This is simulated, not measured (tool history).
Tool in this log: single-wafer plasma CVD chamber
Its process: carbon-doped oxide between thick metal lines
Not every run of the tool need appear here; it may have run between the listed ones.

run	hour	heater temperature setpoint (deg C)	chamber pressure (Pa)	RF power (kW)	deposition time (s)	mean film thickness on the monitor wafer (angstrom)
1	0	360	772	0.6	220	11148
2	7.8	360	772	0.525	220	9884.8
3	15.2	365	772	0.525	220	9677
4	20.5	371	772	0.525	220	9573.1
5	28.3	368	805	0.54	220	9971.7
6	35.2	366	840	0.55	220	10273
7	39.2	364	871	0.56	220	10588

Run 8 has not been measured yet. What should we expect?
8	43.4	362	897	0.565	220	?

mean film thickness on the monitor wafer (angstrom): 10740

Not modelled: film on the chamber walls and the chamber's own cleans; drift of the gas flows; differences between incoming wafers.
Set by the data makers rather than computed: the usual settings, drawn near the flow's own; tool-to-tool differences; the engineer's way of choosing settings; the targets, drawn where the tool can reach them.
